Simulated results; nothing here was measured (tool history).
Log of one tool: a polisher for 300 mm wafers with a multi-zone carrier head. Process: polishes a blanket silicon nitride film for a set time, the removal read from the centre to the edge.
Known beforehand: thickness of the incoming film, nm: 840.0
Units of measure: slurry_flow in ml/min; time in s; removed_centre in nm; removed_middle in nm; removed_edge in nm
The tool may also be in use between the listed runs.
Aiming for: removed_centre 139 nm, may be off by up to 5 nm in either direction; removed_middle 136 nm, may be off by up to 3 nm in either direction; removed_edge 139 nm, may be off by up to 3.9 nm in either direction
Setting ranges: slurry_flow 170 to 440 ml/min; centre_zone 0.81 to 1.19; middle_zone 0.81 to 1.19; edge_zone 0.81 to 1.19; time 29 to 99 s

run	day	slurry_flow	centre_zone	middle_zone	edge_zone	time	removed_centre	removed_middle	removed_edge
1	0	280	1	1	1	64	100.64	99.851	102.02
2	0.058	280	1	1	0.96	64	100.69	100.96	99.542
3	0.262	280	1	1.05	0.96	64	102.34	104.12	98.515
4	0.375	290	1.01	1.06	0.99	66	106.38	108.08	106.39
5	0.504	300	1.03	1.08	1	67	109.97	112.27	109.09
6	0.571	310	1.05	1.1	1.02	68	113.97	114.63	110.84
7	0.792	315	1.06	1.11	1.04	69	117.28	117.3	114.25
8	1.033	320	1.07	1.12	1.06	70	121.43	119.22	115.42

Next run, 4 choices. One meets every target within its allowed miss, the rest don't. Which?
A	1.275	305	0.86	0.96	1.19	82	?	?	?
B	1.275	370	1.06	1.19	0.98	76	?	?	?
C	1.275	395	1.06	1.08	1.13	80	?	?	?
D	1.275	380	1.11	1.02	1.17	82	?	?	?

move	removed_centre	removed_middle	removed_edge
A	112.88	126.97	143.8
B	131.85	136.56	122.3
C	139.51	135.92	138.84
D	149.25	134.1	144.64
A: pushes the last run's worst result past its target
B: nearer than the last run, and not there yet
C: all results land within tolerance of their targets
D: pushes the last run's worst result past its target
C meets every target.
